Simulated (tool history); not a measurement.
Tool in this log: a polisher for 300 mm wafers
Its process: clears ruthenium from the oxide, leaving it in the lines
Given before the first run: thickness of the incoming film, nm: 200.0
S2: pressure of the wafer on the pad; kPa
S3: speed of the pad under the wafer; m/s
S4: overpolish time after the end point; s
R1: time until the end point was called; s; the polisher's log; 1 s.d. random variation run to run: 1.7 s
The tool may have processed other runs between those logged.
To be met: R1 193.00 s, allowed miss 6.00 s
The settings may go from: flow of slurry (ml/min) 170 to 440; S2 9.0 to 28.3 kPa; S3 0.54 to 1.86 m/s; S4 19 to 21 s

{"run": 1, "day": 0.0, "flow of slurry (ml/min)": 280, "S2": 18.6, "S3": 1.18, "S4": 19, "R1": 134.59}
{"run": 2, "day": 0.192, "flow of slurry (ml/min)": 280, "S2": 18.6, "S3": 1.46, "S4": 19, "R1": 113.21}
{"run": 3, "day": 0.258, "flow of slurry (ml/min)": 320, "S2": 18.6, "S3": 1.46, "S4": 19, "R1": 110.66}
{"run": 4, "day": 0.358, "flow of slurry (ml/min)": 320, "S2": 17.2, "S3": 1.46, "S4": 19, "R1": 120.03}
{"run": 5, "day": 0.425, "flow of slurry (ml/min)": 320, "S2": 15.9, "S3": 1.46, "S4": 19, "R1": 133.18}
{"run": 6, "day": 0.638, "flow of slurry (ml/min)": 320, "S2": 15.9, "S3": 1.64, "S4": 19, "R1": 118.98}
{"run": 7, "day": 0.992, "flow of slurry (ml/min)": 320, "S2": 15.2, "S3": 1.64, "S4": 19, "R1": 126.51}
{"run": 8, "day": 1.192, "flow of slurry (ml/min)": 315, "S2": 14.5, "S3": 1.64, "S4": 19, "R1": 130.96}
{"run": 9, "day": 1.354, "flow of slurry (ml/min)": 315, "S2": 13.8, "S3": 1.64, "S4": 19, "R1": 137.02}
{"run": 10, "day": 1.521, "flow of slurry (ml/min)": 315, "S2": 13.1, "S3": 1.64, "S4": 19, "R1": 145.73}
{"run": 11, "day": 1.721, "flow of slurry (ml/min)": 310, "S2": 12.4, "S3": 1.64, "S4": 19, "R1": 152.23}
{"run": 12, "day": 1.838, "flow of slurry (ml/min)": 305, "S2": 11.7, "S3": 1.64, "S4": 19, "R1": 159.54}
{"run": 13, "day": 2.138, "flow of slurry (ml/min)": 305, "S2": 11.0, "S3": 1.64, "S4": 19, "R1": 169.86}
{"run": 14, "day": 2.25, "flow of slurry (ml/min)": 300, "S2": 9.0, "S3": 1.64, "S4": 19, "R1": 206.96}
{"run": 15, "day": 2.558, "flow of slurry (ml/min)": 305, "S2": 9.0, "S3": 1.64, "S4": 19, "R1": 207.38}

Exactly one of the 4 candidate moves below puts every result within its allowed miss. Which one?
{"run": "A", "day": 2.867, "flow of slurry (ml/min)": 295, "S2": 10.3, "S3": 1.26, "S4": 19, "R1": "?"}
{"run": "B", "day": 2.867, "flow of slurry (ml/min)": 255, "S2": 9.7, "S3": 1.86, "S4": 19, "R1": "?"}
{"run": "C", "day": 2.867, "flow of slurry (ml/min)": 325, "S2": 10.3, "S3": 1.6, "S4": 19, "R1": "?"}
{"run": "D", "day": 2.867, "flow of slurry (ml/min)": 190, "S2": 9.7, "S3": 1.74, "S4": 19, "R1": "?"}

move=A R1=226.66
move=B R1=179.50
move=C R1=185.93
move=D R1=195.73
A: its largest miss is bigger than the last run's
B: pushes the last run's worst result past its target
C: pushes the last run's worst result past its target
D: meets every target
Correct choice: D, which meets every target
